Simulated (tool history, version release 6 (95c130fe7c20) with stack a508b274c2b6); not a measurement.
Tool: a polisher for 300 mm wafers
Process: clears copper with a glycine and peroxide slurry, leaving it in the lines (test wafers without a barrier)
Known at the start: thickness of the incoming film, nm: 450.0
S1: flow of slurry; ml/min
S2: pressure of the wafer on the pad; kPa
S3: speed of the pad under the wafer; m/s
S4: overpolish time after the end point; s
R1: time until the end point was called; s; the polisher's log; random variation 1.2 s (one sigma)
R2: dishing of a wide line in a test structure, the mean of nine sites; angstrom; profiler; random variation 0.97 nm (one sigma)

run	hour	S1	S2	S3	S4	R1	R2
1	0.0	225	17.2	1.08	16	95.196	469.32
2	4.5	225	17.9	1.08	17	91.646	495.23
3	7.4	225	17.9	1.08	18	89.839	532.96
4	9.1	225	20.7	1.08	18	85.226	582.93
5	10.4	190	20.7	1.08	18	83.825	576.38
6	13.0	215	20.7	1.08	18	84.337	579.05
7	14.4	215	20.7	1.08	18	88.365	570.01
8	17.1	215	21.4	1.10	18	84.087	592.62
9	23.4	215	21.4	1.10	19	82.983	628.71

Run 10 comes next. What will it give?
10	30.7	215	22.1	1.10	19	?	?

R1: 82.360 s
R2: 633.90 angstrom
